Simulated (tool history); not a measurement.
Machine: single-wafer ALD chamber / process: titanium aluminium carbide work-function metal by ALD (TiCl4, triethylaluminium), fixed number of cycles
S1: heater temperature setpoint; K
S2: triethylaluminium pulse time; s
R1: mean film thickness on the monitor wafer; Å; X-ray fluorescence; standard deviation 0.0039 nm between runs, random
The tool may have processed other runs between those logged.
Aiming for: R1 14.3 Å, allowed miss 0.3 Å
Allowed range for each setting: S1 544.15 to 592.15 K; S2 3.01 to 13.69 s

run 1 hour=0 | S1=568.15 S2=8.35 | R1=18.363
run 2 hour=6.9 | S1=568.15 S2=10.36 | R1=19.084
run 3 hour=12.5 | S1=577.15 S2=10.36 | R1=19.888
run 4 hour=14.9 | S1=573.15 S2=10.36 | R1=19.561
run 5 hour=16.6 | S1=573.15 S2=8.95 | R1=19.108
run 6 hour=18.9 | S1=564.15 S2=8.95 | R1=18.274
run 7 hour=25.2 | S1=561.15 S2=7.97 | R1=17.702
run 8 hour=27.3 | S1=558.15 S2=7.15 | R1=16.914
run 9 hour=33.1 | S1=556.15 S2=6.48 | R1=16.324
run 10 hour=37.2 | S1=554.15 S2=6.04 | R1=15.793
run 11 hour=44.8 | S1=544.15 S2=4.13 | R1=12.541
run 12 hour=52.6 | S1=546.15 S2=4.16 | R1=12.824
run 13 hour=61 | S1=558.15 S2=5.26 | R1=15.303
run 14 hour=62.8 | S1=557.15 S2=5.22 | R1=15.114
run 15 hour=70.7 | S1=547.15 S2=4.44 | R1=13.282
run 16 hour=73.9 | S1=548.15 S2=4.46 | R1=13.422
run 17 hour=80.7 | S1=549.15 S2=4.48 | R1=13.501
run 18 hour=82.4 | S1=550.15 S2=4.5 | R1=13.562

Which one of the following 4 next-run settings gets every result inside its allowed miss? There is exactly one.
run A hour=84.1 | S1=544.15 S2=4.41 | R1=?
run B hour=84.1 | S1=550.15 S2=4.92 | R1=?
run C hour=84.1 | S1=547.15 S2=6.13 | R1=?
run D hour=84.1 | S1=544.15 S2=4.06 | R1=?

move=A R1=13.053
move=B R1=14.235
move=C R1=15.274
move=D R1=12.475
A: moves away from the targets compared with the last run
B: every result within its allowed miss
C: pushes the last run's worst result past its target
D: moves away from the targets compared with the last run
The move that meets every target is B.

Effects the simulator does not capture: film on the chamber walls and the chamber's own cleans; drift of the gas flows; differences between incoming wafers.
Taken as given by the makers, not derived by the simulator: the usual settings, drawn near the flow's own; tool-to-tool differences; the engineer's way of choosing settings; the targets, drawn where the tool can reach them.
